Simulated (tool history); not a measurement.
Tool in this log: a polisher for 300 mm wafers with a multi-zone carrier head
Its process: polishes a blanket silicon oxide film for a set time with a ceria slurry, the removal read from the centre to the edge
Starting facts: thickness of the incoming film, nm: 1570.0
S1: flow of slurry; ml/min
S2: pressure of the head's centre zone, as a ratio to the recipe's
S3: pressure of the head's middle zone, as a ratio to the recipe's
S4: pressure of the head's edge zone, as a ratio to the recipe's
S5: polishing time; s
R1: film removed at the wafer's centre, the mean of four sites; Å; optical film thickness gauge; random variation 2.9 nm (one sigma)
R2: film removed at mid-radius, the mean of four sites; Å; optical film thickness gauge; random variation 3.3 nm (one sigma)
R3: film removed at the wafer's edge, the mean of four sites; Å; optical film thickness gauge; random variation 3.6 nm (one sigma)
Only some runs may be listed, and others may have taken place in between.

run,hour,S1,S2,S3,S4,S5,R1,R2,R3
1,0.0,120,1.00,1.00,1.00,34,2080.0,2046.4,2092.5
2,2.5,130,1.00,1.04,1.04,37,2293.5,2386.4,2267.1
3,9.7,130,1.03,1.04,1.04,37,2360.7,2351.6,2308.4
4,17.3,130,1.03,0.98,1.04,37,2327.3,2290.7,2332.7
5,22.9,130,1.03,0.98,1.04,29,1863.2,1738.7,1833.8
6,27.7,130,1.03,0.89,1.04,29,1831.0,1658.6,1786.2
7,30.8,135,1.02,0.95,1.06,34,2134.9,2079.3,2183.6

Expected results for the next run?
8,33.1,145,1.02,0.98,1.08,37,?,?,?

Run 8 came out at R1 2385.4 Å, R2 2322.8 Å, R3 2392.4 Å.
